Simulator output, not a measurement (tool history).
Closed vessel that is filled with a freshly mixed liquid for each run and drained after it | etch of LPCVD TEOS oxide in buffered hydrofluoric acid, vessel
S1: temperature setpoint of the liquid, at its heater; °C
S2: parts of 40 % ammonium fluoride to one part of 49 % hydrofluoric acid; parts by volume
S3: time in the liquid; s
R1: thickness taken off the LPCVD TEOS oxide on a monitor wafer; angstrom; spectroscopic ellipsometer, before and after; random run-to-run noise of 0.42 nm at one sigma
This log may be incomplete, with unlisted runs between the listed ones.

| run | hour | S1 | S2 | S3 | R1 |
|---|---|---|---|---|---|
| 1 | 0.0 | 21.0 | 19.5 | 30 | 831.22 |
| 2 | 1.5 | 20.5 | 20.5 | 30 | 774.19 |
| 3 | 7.4 | 17.5 | 20.5 | 30 | 655.67 |
| 4 | 9.8 | 17.5 | 21.0 | 30 | 645.72 |
| 5 | 11.8 | 17.5 | 16.5 | 30 | 806.39 |
| 6 | 20.2 | 17.5 | 19.5 | 30 | 681.54 |
| 7 | 22.7 | 17.5 | 20.0 | 30 | 672.74 |

For run 8, what comes out?
| 8 | 29.4 | 17.5 | 20.5 | 30 | ? |

{"run 8": {"R1": 657.18}}
